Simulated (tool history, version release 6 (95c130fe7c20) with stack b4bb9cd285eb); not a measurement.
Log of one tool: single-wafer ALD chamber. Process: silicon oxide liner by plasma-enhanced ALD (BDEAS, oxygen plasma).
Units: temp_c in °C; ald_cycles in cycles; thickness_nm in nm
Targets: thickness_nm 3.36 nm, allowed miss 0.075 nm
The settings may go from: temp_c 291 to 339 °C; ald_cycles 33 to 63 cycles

run	hour	temp_c	ald_cycles	thickness_nm
1	0	315	48	3.7912
2	3	315	46	3.5924
3	6.1	315	45	3.5678
4	9.5	324	45	3.471
5	16.2	324	39	3.0189
6	19.8	332	39	3.0041
7	26.2	332	41	3.1601
8	29.5	332	42	3.2467

Which of these 5 next moves meets every target?
A	32.8	326	40	?
B	32.8	328	39	?
C	32.8	325	46	?
D	32.8	335	47	?
E	32.8	324	43	?

move	thickness_nm
A	3.0914
B	3.0049
C	3.5605
D	3.5826
E	3.3334
A: further off than the last run
B: further off than the last run
C: takes the result that was furthest off past its target
D: takes the result that was furthest off past its target
E: meets every target
Move E is the one to make.
